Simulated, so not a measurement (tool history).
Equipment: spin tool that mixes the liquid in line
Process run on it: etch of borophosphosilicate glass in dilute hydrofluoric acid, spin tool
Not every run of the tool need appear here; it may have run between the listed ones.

run	hour	temperature setpoint of the liquid (K)	parts of water to one part of 49 % hydrofluoric acid (parts by volume)	time under the liquid (s)	thickness taken off the borophosphosilicate glass on a monitor wafer (Å)
1	0.0	296.15	120	35	238.80
2	6.1	296.15	135	35	208.58
3	13.0	294.65	135	35	199.94
4	18.6	295.65	130	35	210.20
5	20.2	296.65	125	35	231.39
6	22.5	296.65	125	25	168.17
7	31.3	296.65	115	25	184.09
8	32.6	297.15	105	25	207.24

Run 9 has not been measured yet. What should we expect?
9	39.7	297.65	95	25	?

Run 9 produced thickness taken off the borophosphosilicate glass on a monitor wafer (Å) 237.18.
